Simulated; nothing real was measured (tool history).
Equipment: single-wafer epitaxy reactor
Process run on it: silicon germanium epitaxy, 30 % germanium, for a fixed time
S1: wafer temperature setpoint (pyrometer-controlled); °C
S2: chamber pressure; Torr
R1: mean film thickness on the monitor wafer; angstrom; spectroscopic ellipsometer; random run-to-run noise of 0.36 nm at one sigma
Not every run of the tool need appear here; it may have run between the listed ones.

Run 1, day 0.000: S1 605 °C, S2 14.8 Torr. Result: R1 614.40 angstrom.
Run 2, day 0.233: S1 597 °C, S2 14.8 Torr. Result: R1 524.93 angstrom.
Run 3, day 0.500: S1 597 °C, S2 16.8 Torr. Result: R1 555.86 angstrom.
Run 4, day 0.642: S1 608 °C, S2 16.8 Torr. Result: R1 686.56 angstrom.
Run 5, day 0.875: S1 597 °C, S2 16.8 Torr. Result: R1 558.79 angstrom.
Run 6, day 1.000: S1 589 °C, S2 16.8 Torr. Result: R1 477.04 angstrom.
Run 7, day 1.338: S1 593 °C, S2 16.9 Torr. Result: R1 517.80 angstrom.
Run 8, day 1.375: S1 596 °C, S2 17.0 Torr. Result: R1 546.62 angstrom.
Run 9, day 1.579: S1 599 °C, S2 17.1 Torr. Result: R1 583.54 angstrom.
Run 10, day 1.671: S1 601 °C, S2 17.2 Torr. Result: R1 602.93 angstrom.
Run 11, day 1.904: S1 603 °C, S2 17.3 Torr. Result: R1 629.75 angstrom.
Run 12, day 1.938: S1 604 °C, S2 17.3 Torr. Result: R1 643.48 angstrom.
Run 13, day 1.971: S1 605 °C, S2 17.3 Torr. Result: R1 652.11 angstrom.
Run 14, day 2.342: S1 606 °C, S2 17.3 Torr. Result: R1 665.63 angstrom.
Run 15, day 2.421: S1 607 °C, S2 17.3 Torr. Result: R1 677.03 angstrom.
Run 16, day 2.483: S1 608 °C, S2 17.3 Torr. Result: R1 688.10 angstrom.

Run 17 has not been measured yet. What should we expect?
Run 17, day 2.817: S1 608 °C, S2 17.3 Torr. Result: R1 ?.

R1: 696.88 angstrom
